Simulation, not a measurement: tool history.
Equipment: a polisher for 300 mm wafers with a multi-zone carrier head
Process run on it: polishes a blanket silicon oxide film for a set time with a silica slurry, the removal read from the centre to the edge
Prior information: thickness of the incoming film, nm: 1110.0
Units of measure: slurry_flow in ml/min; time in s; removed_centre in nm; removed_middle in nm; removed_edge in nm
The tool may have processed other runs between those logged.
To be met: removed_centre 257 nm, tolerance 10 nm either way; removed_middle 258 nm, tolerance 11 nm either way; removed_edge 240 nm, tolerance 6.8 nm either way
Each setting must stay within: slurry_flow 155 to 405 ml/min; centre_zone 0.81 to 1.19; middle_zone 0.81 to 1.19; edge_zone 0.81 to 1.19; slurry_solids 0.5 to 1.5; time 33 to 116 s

run,hour,slurry_flow,centre_zone,middle_zone,edge_zone,slurry_solids,time,removed_centre,removed_middle,removed_edge
1,0,260,1,1,1,1,74,321.94,325.97,321.48
2,1.8,260,1,1,0.97,0.9,74,309.05,309.63,302.07
3,10.9,260,0.99,1,0.94,0.85,74,289.92,303.82,287.92
4,18.3,260,0.99,1,0.97,0.85,74,295.11,302.28,296.54
5,26.6,300,0.99,1,0.97,0.85,74,297.8,304.68,296.53
6,28.1,300,0.94,1,0.97,0.85,74,287.54,300.23,297.07
7,30.6,305,0.96,0.99,0.94,0.8,74,283.12,293.66,282.3
8,34.5,305,0.96,0.98,0.92,0.75,74,277.64,280.8,274.42
9,39.2,305,0.96,0.98,0.9,0.7,74,268.32,280.51,265.23
10,45.2,305,0.97,0.97,0.88,0.7,74,270.06,274.98,264.14
11,46.5,305,0.98,0.97,0.87,0.65,74,266.66,264.29,249.68
12,49,305,0.98,0.97,0.87,0.65,74,263.5,265.21,251.56
13,53.7,305,0.98,0.97,0.86,0.65,74,260.9,266.38,248.01

Below are 4 possible settings for the next run. Only one of them brings all results inside the allowed miss of their targets. Which is it?
A,58.4,305,1.04,0.9,0.94,0.95,58,?,?,?
B,58.4,290,1.01,1.01,0.88,0.7,68,?,?,?
C,58.4,285,0.95,0.95,0.85,0.75,72,?,?,?
D,58.4,350,0.95,0.84,0.97,0.65,72,?,?,?

move,removed_centre,removed_middle,removed_edge
A,257.74,232.78,240.99
B,255.85,260.34,237.48
C,266.47,270.15,255.8
D,253.75,231.98,257.31
A: corrects the largest miss of the last run, while another result sits out of spec
B: hits every target within its allowed miss
C: lands further from the targets than the last run did
D: lands further from the targets than the last run did
B is the move that brings every result within its allowed miss.

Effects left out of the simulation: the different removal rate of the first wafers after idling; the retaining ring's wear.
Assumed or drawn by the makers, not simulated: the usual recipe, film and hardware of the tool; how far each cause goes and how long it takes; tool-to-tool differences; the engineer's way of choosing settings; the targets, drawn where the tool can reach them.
